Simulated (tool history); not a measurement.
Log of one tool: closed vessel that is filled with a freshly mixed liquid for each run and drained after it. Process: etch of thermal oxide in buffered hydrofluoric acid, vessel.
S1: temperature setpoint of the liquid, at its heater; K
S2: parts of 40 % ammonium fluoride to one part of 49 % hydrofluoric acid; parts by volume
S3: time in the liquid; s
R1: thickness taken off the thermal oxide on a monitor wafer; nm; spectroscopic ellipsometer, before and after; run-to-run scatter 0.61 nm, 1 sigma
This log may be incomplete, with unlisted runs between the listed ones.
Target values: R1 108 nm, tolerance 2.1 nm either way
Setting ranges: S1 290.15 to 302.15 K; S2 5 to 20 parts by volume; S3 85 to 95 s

run,hour,S1,S2,S3,R1
1,0,294.15,12,85,73.072
2,6.8,290.65,12,85,59.337
3,13.9,290.65,15,85,47.857
4,20.5,290.65,15,85,47.567
5,24.8,293.15,14.5,85,56.459
6,29.2,293.15,17.5,85,47.036
7,37.9,295.15,16.5,85,55.545
8,42,296.65,15.5,85,64.395
9,45.6,297.65,15,85,69.851
10,48.4,298.65,14.5,85,77.424
11,55.9,299.65,14,85,83.616
12,62.5,300.15,13.5,85,90.03
13,66.1,300.65,13.5,85,91.227
14,71.1,302.15,12,85,111.31

Exactly one of the 4 candidate moves below puts every result within its allowed miss. Which one?
A,76.1,301.65,13.5,90,?
B,76.1,302.15,12.5,85,?
C,76.1,300.65,12,85,?
D,76.1,302.15,13,95,?

move,R1
A,102.26
B,106.92
C,102.76
D,115.01
A: takes the biggest miss from the last run beyond its target
B: all results land within tolerance of their targets
C: takes the biggest miss from the last run beyond its target
D: misses by more than the last run did
B meets every target.
